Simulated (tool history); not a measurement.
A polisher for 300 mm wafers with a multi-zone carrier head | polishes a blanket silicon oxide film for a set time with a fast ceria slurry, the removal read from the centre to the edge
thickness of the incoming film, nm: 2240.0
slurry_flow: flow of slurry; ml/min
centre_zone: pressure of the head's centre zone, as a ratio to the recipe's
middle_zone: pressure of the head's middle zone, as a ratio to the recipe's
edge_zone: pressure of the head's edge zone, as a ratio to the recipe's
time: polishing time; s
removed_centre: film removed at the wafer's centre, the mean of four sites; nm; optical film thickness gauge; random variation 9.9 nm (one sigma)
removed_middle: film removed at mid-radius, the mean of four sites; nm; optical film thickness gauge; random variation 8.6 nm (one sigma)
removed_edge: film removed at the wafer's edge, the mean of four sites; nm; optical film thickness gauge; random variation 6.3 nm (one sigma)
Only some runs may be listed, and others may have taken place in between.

{"run": 1, "day": 0.0, "slurry_flow": 175, "centre_zone": 1.0, "middle_zone": 1.0, "edge_zone": 1.0, "time": 41, "removed_centre": 867.22, "removed_middle": 830.63, "removed_edge": 785.93}
{"run": 2, "day": 0.208, "slurry_flow": 180, "centre_zone": 0.98, "middle_zone": 1.02, "edge_zone": 1.02, "time": 42, "removed_centre": 868.05, "removed_middle": 866.71, "removed_edge": 812.57}
{"run": 3, "day": 0.371, "slurry_flow": 185, "centre_zone": 0.97, "middle_zone": 1.04, "edge_zone": 1.04, "time": 43, "removed_centre": 879.8, "removed_middle": 907.19, "removed_edge": 840.13}
{"run": 4, "day": 0.683, "slurry_flow": 185, "centre_zone": 0.97, "middle_zone": 1.04, "edge_zone": 1.04, "time": 37, "removed_centre": 763.43, "removed_middle": 776.87, "removed_edge": 727.64}
{"run": 5, "day": 0.808, "slurry_flow": 185, "centre_zone": 0.97, "middle_zone": 1.09, "edge_zone": 1.04, "time": 37, "removed_centre": 750.32, "removed_middle": 814.23, "removed_edge": 730.5}
{"run": 6, "day": 1.083, "slurry_flow": 185, "centre_zone": 0.97, "middle_zone": 1.09, "edge_zone": 0.96, "time": 37, "removed_centre": 758.44, "removed_middle": 794.31, "removed_edge": 699.53}
{"run": 7, "day": 1.292, "slurry_flow": 185, "centre_zone": 0.96, "middle_zone": 1.1, "edge_zone": 0.99, "time": 38, "removed_centre": 780.74, "removed_middle": 839.37, "removed_edge": 730.01}
{"run": 8, "day": 1.638, "slurry_flow": 190, "centre_zone": 0.95, "middle_zone": 1.1, "edge_zone": 1.02, "time": 39, "removed_centre": 772.31, "removed_middle": 866.06, "removed_edge": 752.45}
{"run": 9, "day": 1.758, "slurry_flow": 190, "centre_zone": 0.94, "middle_zone": 1.1, "edge_zone": 1.04, "time": 40, "removed_centre": 797.46, "removed_middle": 884.65, "removed_edge": 788.48}
{"run": 10, "day": 2.067, "slurry_flow": 195, "centre_zone": 0.93, "middle_zone": 1.11, "edge_zone": 1.06, "time": 41, "removed_centre": 820.02, "removed_middle": 922.26, "removed_edge": 813.59}
{"run": 11, "day": 2.25, "slurry_flow": 195, "centre_zone": 0.93, "middle_zone": 1.11, "edge_zone": 1.06, "time": 41, "removed_centre": 791.6, "removed_middle": 905.12, "removed_edge": 820.86}

Expected results for the next run?
{"run": 12, "day": 2.575, "slurry_flow": 200, "centre_zone": 0.93, "middle_zone": 1.12, "edge_zone": 1.07, "time": 42, "removed_centre": "?", "removed_middle": "?", "removed_edge": "?"}

{"run 12": {"removed_centre": 830.39, "removed_middle": 944.12, "removed_edge": 834.47}}
